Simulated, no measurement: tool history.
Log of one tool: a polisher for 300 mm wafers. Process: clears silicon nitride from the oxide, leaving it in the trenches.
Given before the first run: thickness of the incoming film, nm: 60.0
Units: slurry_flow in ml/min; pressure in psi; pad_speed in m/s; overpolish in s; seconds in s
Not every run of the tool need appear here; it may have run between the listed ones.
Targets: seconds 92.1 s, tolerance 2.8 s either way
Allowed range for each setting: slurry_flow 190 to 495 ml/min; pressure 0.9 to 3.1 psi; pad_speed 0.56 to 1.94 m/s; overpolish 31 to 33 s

run	day	slurry_flow	pressure	pad_speed	overpolish	seconds
1	0	320	2	1.24	31	63.889
2	0.042	370	2	1.24	31	62.781
3	0.1	370	2	1.4	31	55.974
4	0.246	425	2	1.4	31	55.475
5	0.3	425	1.8	1.4	31	60.98
6	0.517	425	1.8	1.4	33	61.01
7	0.567	425	1.6	1.4	33	68.385
8	0.858	420	1	1.38	33	109.38
9	0.942	425	1	1.38	33	108.08
10	1.183	430	1	1.38	33	108.38
11	1.362	435	1.1	1.38	33	97.992
12	1.692	445	1.1	1.38	33	97.794
13	1.754	450	1.1	1.38	33	98.525
14	1.804	455	1.1	1.38	33	98.81

4 next moves are on the table. One of them brings every result within its allowed miss. Which?
A	1.854	355	1.3	1.42	31	?
B	1.854	495	1.2	1.26	31	?
C	1.854	425	1.2	1.36	31	?
D	1.854	490	1.5	1.16	33	?

move	seconds
A	83.007
B	97.365
C	91.642
D	85.299
A: takes the biggest miss from the last run beyond its target
B: nearer the targets than the last run, but a result is still out of spec
C: all results land within tolerance of their targets
D: takes the biggest miss from the last run beyond its target
Correct choice: C, which meets every target
